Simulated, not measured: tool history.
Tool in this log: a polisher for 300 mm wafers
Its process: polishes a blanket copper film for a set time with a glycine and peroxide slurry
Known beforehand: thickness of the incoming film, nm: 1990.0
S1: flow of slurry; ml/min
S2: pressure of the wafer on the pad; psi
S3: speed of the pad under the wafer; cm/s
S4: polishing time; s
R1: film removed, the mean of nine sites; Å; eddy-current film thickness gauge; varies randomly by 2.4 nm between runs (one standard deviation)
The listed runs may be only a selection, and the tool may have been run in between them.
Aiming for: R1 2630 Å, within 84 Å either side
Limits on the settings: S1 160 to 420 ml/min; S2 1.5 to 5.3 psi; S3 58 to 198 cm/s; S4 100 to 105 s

{"run": 1, "hour": 0.0, "S1": 270, "S2": 3.4, "S3": 128, "S4": 100, "R1": 6577.1}
{"run": 2, "hour": 7.1, "S1": 270, "S2": 3.2, "S3": 120, "S4": 100, "R1": 5864.9}
{"run": 3, "hour": 12.4, "S1": 270, "S2": 3, "S3": 114, "S4": 100, "R1": 5320.8}
{"run": 4, "hour": 13.2, "S1": 270, "S2": 3, "S3": 114, "S4": 100, "R1": 5326.2}
{"run": 5, "hour": 21.9, "S1": 270, "S2": 3, "S3": 114, "S4": 100, "R1": 5336.3}
{"run": 6, "hour": 24.9, "S1": 270, "S2": 2.8, "S3": 108, "S4": 100, "R1": 4783.4}
{"run": 7, "hour": 29.7, "S1": 270, "S2": 2.6, "S3": 104, "S4": 100, "R1": 4337.8}
{"run": 8, "hour": 33.0, "S1": 270, "S2": 2.5, "S3": 102, "S4": 100, "R1": 4187.6}
{"run": 9, "hour": 40.0, "S1": 270, "S2": 2.4, "S3": 100, "S4": 100, "R1": 3967.1}
{"hour": 44.2, "done": "worn pad replaced by a new one"}
{"run": 10, "hour": 44.2, "S1": 270, "S2": 2.3, "S3": 98, "S4": 100, "R1": 4095.1}
{"run": 11, "hour": 46.7, "S1": 270, "S2": 2.3, "S3": 98, "S4": 100, "R1": 4040.2}
{"run": 12, "hour": 54.5, "S1": 270, "S2": 2.2, "S3": 94, "S4": 100, "R1": 3762.5}
{"run": 13, "hour": 60.0, "S1": 270, "S2": 2.1, "S3": 90, "S4": 100, "R1": 3530.9}
{"run": 14, "hour": 62.1, "S1": 270, "S2": 2, "S3": 88, "S4": 100, "R1": 3380.1}
{"run": 15, "hour": 63.3, "S1": 270, "S2": 1.9, "S3": 86, "S4": 100, "R1": 3140.3}
{"run": 16, "hour": 65.9, "S1": 265, "S2": 1.5, "S3": 78, "S4": 100, "R1": 2513.2}
{"run": 17, "hour": 70.9, "S1": 270, "S2": 1.5, "S3": 78, "S4": 100, "R1": 2500.7}
{"run": 18, "hour": 77.8, "S1": 270, "S2": 1.7, "S3": 78, "S4": 100, "R1": 2747.3}

Of the 5 settings listed for the next run, only one would bring every result within its allowed miss of target. Which one?
{"run": "A", "hour": 84.7, "S1": 275, "S2": 1.5, "S3": 80, "S4": 103, "R1": "?"}
{"run": "B", "hour": 84.7, "S1": 210, "S2": 1.7, "S3": 60, "S4": 105, "R1": "?"}
{"run": "C", "hour": 84.7, "S1": 275, "S2": 1.7, "S3": 84, "S4": 101, "R1": "?"}
{"run": "D", "hour": 84.7, "S1": 280, "S2": 1.6, "S3": 68, "S4": 100, "R1": "?"}
{"run": "E", "hour": 84.7, "S1": 330, "S2": 2, "S3": 70, "S4": 100, "R1": "?"}

move=A R1=2619.8
move=B R1=2356.2
move=C R1=2895.7
move=D R1=2387.5
move=E R1=2861.8
A: each result inside its tolerance
B: pushes the last run's worst result past its target
C: its largest miss is bigger than the last run's
D: pushes the last run's worst result past its target
E: its largest miss is bigger than the last run's
So the answer is move A, the one that meets all the targets.
